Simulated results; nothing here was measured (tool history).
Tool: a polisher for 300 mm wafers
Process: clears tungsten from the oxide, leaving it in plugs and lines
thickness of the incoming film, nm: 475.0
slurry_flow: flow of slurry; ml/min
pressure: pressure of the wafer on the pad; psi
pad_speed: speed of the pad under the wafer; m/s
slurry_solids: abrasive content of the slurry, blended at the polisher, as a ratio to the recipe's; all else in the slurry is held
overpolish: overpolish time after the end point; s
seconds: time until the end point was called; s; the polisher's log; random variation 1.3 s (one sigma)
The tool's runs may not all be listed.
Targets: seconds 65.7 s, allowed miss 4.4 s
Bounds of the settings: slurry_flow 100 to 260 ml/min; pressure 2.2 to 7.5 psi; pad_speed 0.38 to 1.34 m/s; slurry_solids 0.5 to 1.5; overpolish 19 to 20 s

Run 1, hour 0: slurry_flow 165 ml/min, pressure 4.8 psi, pad_speed 0.86 m/s, slurry_solids 1, overpolish 19 s. Result: seconds 109.41 s.
Run 2, hour 0.8: slurry_flow 165 ml/min, pressure 5.5 psi, pad_speed 0.88 m/s, slurry_solids 1, overpolish 19 s. Result: seconds 96.979 s.
Run 3, hour 5.1: slurry_flow 165 ml/min, pressure 5.5 psi, pad_speed 0.72 m/s, slurry_solids 1, overpolish 19 s. Result: seconds 109.75 s.
Run 4, hour 9.8: slurry_flow 180 ml/min, pressure 5.5 psi, pad_speed 0.72 m/s, slurry_solids 1, overpolish 19 s. Result: seconds 109.72 s.
Run 5, hour 12: slurry_flow 180 ml/min, pressure 5.5 psi, pad_speed 0.6 m/s, slurry_solids 1, overpolish 19 s. Result: seconds 120.85 s.
Run 6, hour 14.7: slurry_flow 180 ml/min, pressure 5.5 psi, pad_speed 0.6 m/s, slurry_solids 0.85, overpolish 19 s. Result: seconds 122.32 s.
Run 7, hour 20.6: slurry_flow 185 ml/min, pressure 6.2 psi, pad_speed 0.68 m/s, slurry_solids 0.85, overpolish 19 s. Result: seconds 101.1 s.
Run 8, hour 23.7: slurry_flow 190 ml/min, pressure 6.6 psi, pad_speed 0.76 m/s, slurry_solids 0.85, overpolish 19 s. Result: seconds 87.735 s.
Run 9, hour 27.9: slurry_flow 190 ml/min, pressure 6.9 psi, pad_speed 0.8 m/s, slurry_solids 0.85, overpolish 19 s. Result: seconds 80.44 s.
Run 10, hour 33.8: slurry_flow 190 ml/min, pressure 7.1 psi, pad_speed 0.84 m/s, slurry_solids 0.85, overpolish 19 s. Result: seconds 75.977 s.
At hour 41.2: slurry nozzle cleaned.
Run 11, hour 41.2: slurry_flow 190 ml/min, pressure 7.2 psi, pad_speed 0.86 m/s, slurry_solids 0.85, overpolish 19 s. Result: seconds 72.43 s.

5 next moves are on the table. One of them brings every result within its allowed miss. Which?
Run A, hour 48.6: slurry_flow 220 ml/min, pressure 7.5 psi, pad_speed 1.12 m/s, slurry_solids 0.75, overpolish 19 s. Result: seconds ?.
Run B, hour 48.6: slurry_flow 215 ml/min, pressure 7.5 psi, pad_speed 1.1 m/s, slurry_solids 0.85, overpolish 19 s. Result: seconds ?.
Run C, hour 48.6: slurry_flow 180 ml/min, pressure 7.5 psi, pad_speed 1.18 m/s, slurry_solids 0.8, overpolish 20 s. Result: seconds ?.
Run D, hour 48.6: slurry_flow 215 ml/min, pressure 7.5 psi, pad_speed 1.1 m/s, slurry_solids 0.85, overpolish 20 s. Result: seconds ?.
Run E, hour 48.6: slurry_flow 185 ml/min, pressure 7 psi, pad_speed 0.96 m/s, slurry_solids 0.8, overpolish 20 s. Result: seconds ?.

move  seconds
   A   55.499
   B   55.032
   C   53.997
   D   55.032
   E   67.504
A: takes the result that was furthest off past its target
B: takes the result that was furthest off past its target
C: takes the result that was furthest off past its target
D: takes the result that was furthest off past its target
E: meets every target
Move E is the one to make.

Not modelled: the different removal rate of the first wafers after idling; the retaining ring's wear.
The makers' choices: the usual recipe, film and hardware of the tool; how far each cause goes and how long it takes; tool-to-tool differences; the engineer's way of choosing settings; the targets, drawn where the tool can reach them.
